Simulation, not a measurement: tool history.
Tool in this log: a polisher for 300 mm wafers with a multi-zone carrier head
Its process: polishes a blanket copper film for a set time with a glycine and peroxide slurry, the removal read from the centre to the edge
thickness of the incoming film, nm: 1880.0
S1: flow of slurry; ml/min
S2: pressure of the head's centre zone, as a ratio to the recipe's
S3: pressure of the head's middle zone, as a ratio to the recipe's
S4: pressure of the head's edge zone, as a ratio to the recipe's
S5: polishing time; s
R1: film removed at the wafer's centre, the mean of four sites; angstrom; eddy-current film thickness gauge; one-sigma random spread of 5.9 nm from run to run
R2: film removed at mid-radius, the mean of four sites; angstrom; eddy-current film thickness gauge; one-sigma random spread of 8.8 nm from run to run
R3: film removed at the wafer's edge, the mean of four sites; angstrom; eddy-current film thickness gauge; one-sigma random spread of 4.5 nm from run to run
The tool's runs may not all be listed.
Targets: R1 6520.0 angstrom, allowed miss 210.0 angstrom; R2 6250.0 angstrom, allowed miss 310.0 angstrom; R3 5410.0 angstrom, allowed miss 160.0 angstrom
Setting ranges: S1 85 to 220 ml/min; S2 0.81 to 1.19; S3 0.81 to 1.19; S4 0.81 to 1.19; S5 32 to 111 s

{"run": 1, "hour": 0.0, "S1": 140, "S2": 1.0, "S3": 1.0, "S4": 1.0, "S5": 71, "R1": 4097.2, "R2": 4022.6, "R3": 4014.5}
{"run": 2, "hour": 8.4, "S1": 150, "S2": 1.03, "S3": 1.03, "S4": 1.01, "S5": 74, "R1": 4475.7, "R2": 4438.1, "R3": 4235.2}
{"run": 3, "hour": 10.5, "S1": 185, "S2": 1.03, "S3": 1.03, "S4": 1.01, "S5": 74, "R1": 4586.4, "R2": 4463.1, "R3": 4374.7}
{"run": 4, "hour": 16.4, "S1": 175, "S2": 1.03, "S3": 1.03, "S4": 1.01, "S5": 74, "R1": 4566.2, "R2": 4559.4, "R3": 4378.5}
{"run": 5, "hour": 23.0, "S1": 175, "S2": 1.03, "S3": 0.96, "S4": 1.01, "S5": 74, "R1": 4599.6, "R2": 4103.3, "R3": 4379.1}
{"run": 6, "hour": 26.6, "S1": 160, "S2": 1.03, "S3": 0.96, "S4": 1.01, "S5": 74, "R1": 4555.8, "R2": 4214.8, "R3": 4396.9}
{"run": 7, "hour": 35.6, "S1": 160, "S2": 1.06, "S3": 0.99, "S4": 1.02, "S5": 77, "R1": 4857.4, "R2": 4477.4, "R3": 4481.1}
{"run": 8, "hour": 41.6, "S1": 165, "S2": 1.08, "S3": 1.01, "S4": 1.03, "S5": 80, "R1": 5133.8, "R2": 4691.0, "R3": 4809.8}
{"run": 9, "hour": 48.7, "S1": 170, "S2": 1.1, "S3": 1.04, "S4": 1.02, "S5": 82, "R1": 5451.5, "R2": 5050.3, "R3": 4811.3}
{"run": 10, "hour": 49.5, "S1": 175, "S2": 1.12, "S3": 1.06, "S4": 1.03, "S5": 83, "R1": 5643.1, "R2": 5166.7, "R3": 5007.8}
{"run": 11, "hour": 52.8, "S1": 180, "S2": 1.13, "S3": 1.08, "S4": 1.03, "S5": 84, "R1": 5764.7, "R2": 5371.0, "R3": 5015.6}
{"run": 12, "hour": 57.7, "S1": 185, "S2": 1.14, "S3": 1.1, "S4": 1.03, "S5": 85, "R1": 5893.5, "R2": 5440.0, "R3": 5097.5}

Pick the move, out of 4, that brings all results within their allowed miss; only one does.
{"run": "A", "hour": 62.6, "S1": 180, "S2": 1.15, "S3": 1.15, "S4": 0.97, "S5": 93, "R1": "?", "R2": "?", "R3": "?"}
{"run": "B", "hour": 62.6, "S1": 115, "S2": 1.08, "S3": 1.19, "S4": 0.81, "S5": 95, "R1": "?", "R2": "?", "R3": "?"}
{"run": "C", "hour": 62.6, "S1": 175, "S2": 1.19, "S3": 1.19, "S4": 0.84, "S5": 91, "R1": "?", "R2": "?", "R3": "?"}
{"run": "D", "hour": 62.6, "S1": 170, "S2": 1.0, "S3": 1.03, "S4": 1.19, "S5": 86, "R1": "?", "R2": "?", "R3": "?"}

move=A R1=6430.3 R2=6242.0 R3=5419.5
move=B R1=5515.2 R2=5951.0 R3=4748.0
move=C R1=6479.0 R2=6260.2 R3=4943.2
move=D R1=5103.8 R2=5203.2 R3=5519.3
A: in spec on every target
B: moves away from the targets compared with the last run
C: brings the result that was furthest off to its target, and leaves another outside
D: moves away from the targets compared with the last run
Answer: A

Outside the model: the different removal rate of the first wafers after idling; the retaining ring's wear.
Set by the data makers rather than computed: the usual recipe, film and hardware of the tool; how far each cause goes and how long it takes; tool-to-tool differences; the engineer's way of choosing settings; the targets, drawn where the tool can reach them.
